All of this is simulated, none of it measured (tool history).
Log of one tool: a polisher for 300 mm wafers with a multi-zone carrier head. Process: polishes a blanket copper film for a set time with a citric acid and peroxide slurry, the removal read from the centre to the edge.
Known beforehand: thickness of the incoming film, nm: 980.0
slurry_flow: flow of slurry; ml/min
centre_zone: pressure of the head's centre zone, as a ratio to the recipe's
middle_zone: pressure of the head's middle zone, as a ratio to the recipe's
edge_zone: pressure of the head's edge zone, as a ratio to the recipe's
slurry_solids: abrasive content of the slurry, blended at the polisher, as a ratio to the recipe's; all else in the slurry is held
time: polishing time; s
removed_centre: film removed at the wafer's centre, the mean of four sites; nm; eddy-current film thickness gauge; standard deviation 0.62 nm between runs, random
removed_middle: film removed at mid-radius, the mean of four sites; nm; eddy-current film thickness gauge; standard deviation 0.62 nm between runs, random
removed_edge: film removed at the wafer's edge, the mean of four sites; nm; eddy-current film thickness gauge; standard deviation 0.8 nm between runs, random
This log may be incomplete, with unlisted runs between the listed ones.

run,hour,slurry_flow,centre_zone,middle_zone,edge_zone,slurry_solids,time,removed_centre,removed_middle,removed_edge
1,0.0,200,1.00,1.00,1.00,1.00,49,83.672,82.571,84.926
2,1.8,195,0.99,0.98,0.98,0.90,47,76.551,77.257,79.760
3,8.7,230,0.99,0.98,0.98,0.90,47,78.729,77.487,80.097
4,16.1,230,0.99,0.98,0.91,0.90,47,79.556,77.478,78.402
5,22.9,235,0.99,0.96,0.91,0.85,44,73.937,71.327,71.875
6,25.7,235,0.99,0.96,0.91,1.00,44,76.110,74.530,74.935
7,31.4,235,0.98,0.94,0.91,0.90,42,70.077,67.101,69.251
8,37.0,235,0.97,0.93,0.90,0.80,41,66.252,64.817,65.100
9,38.1,230,0.97,0.91,0.91,0.75,41,63.763,60.534,65.671
10,38.9,195,0.97,0.90,0.81,0.55,38,54.344,51.536,53.462
11,44.1,200,0.97,0.90,0.82,0.55,38,55.339,51.376,52.515
12,53.1,200,0.97,0.90,0.84,0.55,38,54.234,52.355,53.968

Run 13 is up next; what results do you expect?
# hour 55.4: edge zone pressure recalibrated
13,55.4,205,0.97,0.90,0.85,0.55,38,?,?,?

{"run 13": {"removed_centre": 55.662, "removed_middle": 51.546, "removed_edge": 52.141}}
